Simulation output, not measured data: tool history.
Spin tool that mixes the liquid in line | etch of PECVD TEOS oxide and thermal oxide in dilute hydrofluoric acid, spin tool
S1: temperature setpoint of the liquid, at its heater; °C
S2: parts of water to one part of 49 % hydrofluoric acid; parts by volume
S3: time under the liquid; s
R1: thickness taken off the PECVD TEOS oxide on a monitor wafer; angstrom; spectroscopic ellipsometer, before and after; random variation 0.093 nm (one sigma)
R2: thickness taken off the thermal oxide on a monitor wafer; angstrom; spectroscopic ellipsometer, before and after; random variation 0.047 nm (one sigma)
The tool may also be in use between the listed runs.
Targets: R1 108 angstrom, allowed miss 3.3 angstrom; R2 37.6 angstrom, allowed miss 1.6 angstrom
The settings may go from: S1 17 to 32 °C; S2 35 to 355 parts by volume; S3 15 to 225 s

run  hour    S1   S2   S3      R1      R2
  1     0    24  195  115  67.976    23.9
  2   8.3    24  245  115  50.869  17.724
  3  12.8    25  230  115  57.296  20.183
  4    16    26  220  115  63.227   21.65
     17.5  -- hydrofluoric acid flow meter replaced
  5  17.5    26  205  115  74.423  25.814
  6  25.6    26  235  115  62.839  21.518
  7  28.5    27  230  115  67.231  23.527
  8  32.4    28  225  115  71.402  24.446
  9  38.7  28.5  220  115  74.628  26.159
 10  42.5    29  215  115  77.768  26.736
 11  48.3  29.5  210  115  81.674   28.41
 12  55.2    30  205  115  87.251  29.698
 13  57.1    30  200  115  87.187  30.538
 14  65.9  30.5  195  115  93.107  32.538
 15  69.7  31.5  185  115  101.91  35.317

4 next moves are on the table. One of them brings every result within its allowed miss. Which?
  A  73.5    30  185  120   ?   ?
  B  73.5  30.5  205  130   ?   ?
  C  73.5  31.5  130   80   ?   ?
  D  73.5    26   80   50   ?   ?

move      R1      R2
   A  103.43  35.678
   B  100.36  34.619
   C  111.28  38.386
   D  98.292  33.905
A: nearer than the last run, and not there yet
B: further off than the last run
C: meets every target
D: further off than the last run
The right move is C.
